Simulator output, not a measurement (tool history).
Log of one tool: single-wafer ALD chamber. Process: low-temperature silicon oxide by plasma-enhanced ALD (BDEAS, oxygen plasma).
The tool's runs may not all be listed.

| run | day | heater temperature setpoint (°C) | number of ALD cycles (cycles) | mean film thickness on the monitor wafer (nm) |
|---|---|---|---|---|
| 1 | 0.000 | 105 | 19 | 2.6408 |
| 2 | 0.067 | 112 | 19 | 2.6220 |
| 3 | 0.112 | 112 | 20 | 2.7246 |
| 4 | 0.379 | 105 | 20 | 2.7865 |
| 5 | 0.462 | 105 | 18 | 2.5000 |
| 6 | 0.817 | 97 | 18 | 2.5519 |
| 7 | 1.100 | 95 | 19 | 2.7301 |
| 8 | 1.371 | 93 | 20 | 2.8535 |
| 9 | 1.658 | 92 | 21 | 3.0101 |
| 10 | 1.679 | 91 | 21 | 3.0335 |
| 11 | 1.808 | 90 | 21 | 3.0495 |

Forecast run 12:
| 12 | 2.150 | 88 | 21 | ? |

mean film thickness on the monitor wafer (nm): 3.0554
